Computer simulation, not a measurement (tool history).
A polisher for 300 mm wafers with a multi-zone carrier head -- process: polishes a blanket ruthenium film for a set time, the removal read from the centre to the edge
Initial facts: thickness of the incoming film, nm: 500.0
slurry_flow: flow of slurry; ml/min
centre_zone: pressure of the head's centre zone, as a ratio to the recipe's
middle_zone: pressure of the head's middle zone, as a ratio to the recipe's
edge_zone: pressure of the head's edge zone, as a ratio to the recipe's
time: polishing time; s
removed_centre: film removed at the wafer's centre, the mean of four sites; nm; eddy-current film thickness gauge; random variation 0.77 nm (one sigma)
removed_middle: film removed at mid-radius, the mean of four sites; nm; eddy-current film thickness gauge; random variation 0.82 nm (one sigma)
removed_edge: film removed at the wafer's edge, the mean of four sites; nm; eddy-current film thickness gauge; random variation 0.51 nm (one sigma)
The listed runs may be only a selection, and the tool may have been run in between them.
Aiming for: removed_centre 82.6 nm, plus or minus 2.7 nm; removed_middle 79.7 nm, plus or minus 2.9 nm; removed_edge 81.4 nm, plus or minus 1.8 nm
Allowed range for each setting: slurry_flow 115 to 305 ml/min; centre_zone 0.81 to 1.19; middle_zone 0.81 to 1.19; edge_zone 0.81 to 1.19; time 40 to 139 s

run	hour	slurry_flow	centre_zone	middle_zone	edge_zone	time	removed_centre	removed_middle	removed_edge
1	0	195	1	1	1	89	62.206	62.078	60.964
2	6	205	1.01	1.01	1.03	92	66.44	64.857	64.484
3	11.8	215	1.01	1.02	1.06	94	69.66	67.188	67.01
4	15.7	215	1.1	1.02	1.06	94	75.115	68.153	67.049
5	19.3	215	1.03	1.02	1.06	94	69.534	68.045	67.632
6	27.3	225	1.04	1.03	1.09	96	72.444	69.65	69.633
7	33	225	1.04	1.03	1.09	96	72.418	69.657	68.816
8	40.1	225	1.04	1.03	1.1	99	74.727	71.03	71.585
9	44.9	230	1.04	1.04	1.11	101	75.543	74.226	74.403
10	48.2	235	1.05	1.04	1.12	102	77.016	75.603	74.787
11	51.1	240	1.05	1.04	1.13	103	79.78	75.906	75.9
12	57.8	240	1.05	1.04	1.13	103	78.854	76.844	77.275
13	65.8	250	1.05	1.04	1.14	103	79.549	76.165	76.471
# hour 73.5: worn pad replaced by a new one
14	73.5	250	1.05	1.04	1.15	104	87.408	84.155	84.845
15	77.5	245	1.05	1.04	1.15	104	86.479	83.678	84.105
16	83.8	240	1.05	1.04	1.14	104	85.77	82.531	84.609
17	92	245	1.05	1.04	1.14	104	86.797	84.733	82.914
18	100.2	240	1.05	1.04	1.14	104	86.815	84.087	83.3
19	104.1	245	1.04	1.03	1.14	104	86.838	83.134	84.431
20	108.6	240	1.04	1.03	1.14	104	85.068	82.515	84.422

5 candidate next runs follow, results not yet known. Just one meets every target within its allowed miss. Identify it.
A	113.1	200	1.03	1.08	1.15	108	?	?	?
B	113.1	240	0.95	1.14	1.17	106	?	?	?
C	113.1	205	1.11	1.01	1.13	107	?	?	?
D	113.1	240	1.03	0.99	1.15	105	?	?	?
E	113.1	245	1.01	0.99	1.08	104	?	?	?

move	removed_centre	removed_middle	removed_edge
A	85.672	88.307	86.327
B	79.804	92.766	87.086
C	91.872	83.42	85.07
D	85.681	82.46	85.649
E	83.445	81.903	82.324
A: moves away from the targets compared with the last run
B: moves away from the targets compared with the last run
C: moves away from the targets compared with the last run
D: moves away from the targets compared with the last run
E: all results land within tolerance of their targets
E is the move that brings every result within its allowed miss.

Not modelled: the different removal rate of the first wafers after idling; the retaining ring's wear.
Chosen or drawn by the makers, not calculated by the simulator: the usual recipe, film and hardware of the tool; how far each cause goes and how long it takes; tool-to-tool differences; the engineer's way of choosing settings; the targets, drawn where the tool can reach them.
